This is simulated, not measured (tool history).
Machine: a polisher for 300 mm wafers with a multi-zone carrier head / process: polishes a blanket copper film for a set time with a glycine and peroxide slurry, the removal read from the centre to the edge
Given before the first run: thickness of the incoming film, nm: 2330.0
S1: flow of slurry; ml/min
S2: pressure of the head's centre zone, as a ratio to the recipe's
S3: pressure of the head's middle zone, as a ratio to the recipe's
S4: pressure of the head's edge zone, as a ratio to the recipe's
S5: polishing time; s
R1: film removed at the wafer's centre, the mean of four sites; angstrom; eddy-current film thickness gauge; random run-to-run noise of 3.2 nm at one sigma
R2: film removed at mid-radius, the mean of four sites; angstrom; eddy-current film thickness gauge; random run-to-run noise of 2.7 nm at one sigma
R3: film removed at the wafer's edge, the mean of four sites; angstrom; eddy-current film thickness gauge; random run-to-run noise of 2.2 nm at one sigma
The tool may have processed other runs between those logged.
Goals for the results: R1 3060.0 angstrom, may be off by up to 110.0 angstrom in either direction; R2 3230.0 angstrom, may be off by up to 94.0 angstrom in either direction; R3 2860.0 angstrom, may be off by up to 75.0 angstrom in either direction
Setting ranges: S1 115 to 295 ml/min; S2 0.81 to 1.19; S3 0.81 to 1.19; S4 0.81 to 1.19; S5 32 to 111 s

| run | day | S1 | S2 | S3 | S4 | S5 | R1 | R2 | R3 |
|---|---|---|---|---|---|---|---|---|---|
| 1 | 0.000 | 190 | 1.00 | 1.00 | 1.00 | 71 | 2875.7 | 3013.5 | 2942.4 |
| 2 | 0.175 | 190 | 1.03 | 1.00 | 1.00 | 71 | 2986.6 | 2967.2 | 2959.3 |
| 3 | 0.433 | 195 | 1.03 | 1.02 | 0.98 | 71 | 2979.1 | 3059.7 | 2903.8 |
| 4 | 0.488 | 195 | 1.03 | 1.02 | 0.98 | 84 | 3587.0 | 3584.6 | 3488.5 |
| 5 | 0.662 | 190 | 1.02 | 1.02 | 0.94 | 82 | 3390.0 | 3519.7 | 3333.8 |
| 6 | 0.925 | 185 | 1.03 | 1.02 | 0.91 | 80 | 3365.2 | 3380.8 | 3140.9 |
| 7 | 1.071 | 175 | 1.02 | 1.02 | 0.89 | 80 | 3286.9 | 3343.5 | 3151.6 |
| 8 | 1.208 | 175 | 1.02 | 1.03 | 0.87 | 79 | 3258.9 | 3342.5 | 3040.7 |
| 9 | 1.396 | 170 | 1.01 | 1.03 | 0.86 | 79 | 3154.3 | 3297.7 | 2974.5 |
| 10 | 1.579 | 165 | 1.01 | 1.03 | 0.85 | 79 | 3140.1 | 3291.6 | 2974.9 |
| 11 | 1.817 | 160 | 1.01 | 1.03 | 0.84 | 79 | 3133.5 | 3263.4 | 2957.6 |

4 candidate next runs follow, results not yet known. Just one meets every target within its allowed miss. Identify it.
| A | 2.054 | 145 | 1.06 | 1.11 | 0.93 | 74 | ? | ? | ? |
| B | 2.054 | 130 | 1.08 | 1.12 | 0.86 | 81 | ? | ? | ? |
| C | 2.054 | 135 | 1.11 | 0.99 | 0.87 | 78 | ? | ? | ? |
| D | 2.054 | 140 | 0.91 | 1.11 | 0.83 | 79 | ? | ? | ? |

| move | R1 | R2 | R3 |
|---|---|---|---|
| A | 2987.7 | 3244.0 | 2844.7 |
| B | 3232.5 | 3481.4 | 2947.2 |
| C | 3232.7 | 3068.1 | 2877.1 |
| D | 2709.5 | 3437.8 | 2867.2 |
A: hits every target within its allowed miss
B: its largest miss is bigger than the last run's
C: the worst result of the last run now meets its target, but another is out of spec
D: the worst result of the last run now meets its target, but another is out of spec
Correct choice: A, which meets every target
